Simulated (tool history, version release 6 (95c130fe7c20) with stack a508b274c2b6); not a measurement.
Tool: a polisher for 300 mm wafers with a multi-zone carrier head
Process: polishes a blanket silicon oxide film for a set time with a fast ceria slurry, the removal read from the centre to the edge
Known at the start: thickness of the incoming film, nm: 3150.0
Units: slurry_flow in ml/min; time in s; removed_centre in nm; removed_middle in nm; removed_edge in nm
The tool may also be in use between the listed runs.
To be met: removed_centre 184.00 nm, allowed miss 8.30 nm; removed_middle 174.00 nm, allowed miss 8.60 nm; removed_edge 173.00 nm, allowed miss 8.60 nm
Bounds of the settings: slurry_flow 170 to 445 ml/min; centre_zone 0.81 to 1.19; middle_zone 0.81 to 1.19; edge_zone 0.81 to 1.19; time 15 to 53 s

run,hour,slurry_flow,centre_zone,middle_zone,edge_zone,time,removed_centre,removed_middle,removed_edge
1,0.0,285,1.00,1.00,1.00,34,240.99,248.70,244.60
2,7.3,285,1.00,1.00,1.00,38,276.54,282.67,276.69
3,13.4,285,0.93,1.00,1.00,38,246.51,279.96,279.16
4,21.5,285,0.94,0.99,0.99,36,238.97,257.95,266.64
5,22.2,285,0.94,0.99,1.03,36,240.97,261.58,268.89
6,30.9,285,0.94,0.99,1.03,42,283.81,294.49,310.67
7,34.6,285,0.96,0.98,1.03,39,266.02,276.68,283.06
8,41.4,285,0.97,0.97,1.03,37,253.11,266.72,278.52
9,45.6,280,1.00,0.96,1.02,34,243.96,239.28,246.66
10,49.4,275,1.01,0.96,1.01,32,222.14,226.67,228.50
11,50.1,270,1.02,0.95,1.00,31,217.52,218.74,226.01
12,51.1,275,1.03,0.95,1.00,30,219.43,209.84,209.76
13,55.3,290,1.00,0.92,0.96,24,170.12,161.05,175.05

5 next moves are on the table. One of them brings every result within its allowed miss. Which?
A,59.5,170,0.91,0.94,0.93,28,?,?,?
B,59.5,270,0.90,0.95,0.92,26,?,?,?
C,59.5,340,1.04,0.97,0.94,24,?,?,?
D,59.5,205,1.00,1.08,0.98,25,?,?,?
E,59.5,360,0.86,0.91,0.87,25,?,?,?

move,removed_centre,removed_middle,removed_edge
A,154.35,166.74,175.79
B,164.16,177.46,177.41
C,180.44,173.68,170.50
D,160.68,177.74,167.30
E,160.46,173.19,172.65
A: further off than the last run
B: further off than the last run
C: meets every target
D: further off than the last run
E: further off than the last run
Answer: C

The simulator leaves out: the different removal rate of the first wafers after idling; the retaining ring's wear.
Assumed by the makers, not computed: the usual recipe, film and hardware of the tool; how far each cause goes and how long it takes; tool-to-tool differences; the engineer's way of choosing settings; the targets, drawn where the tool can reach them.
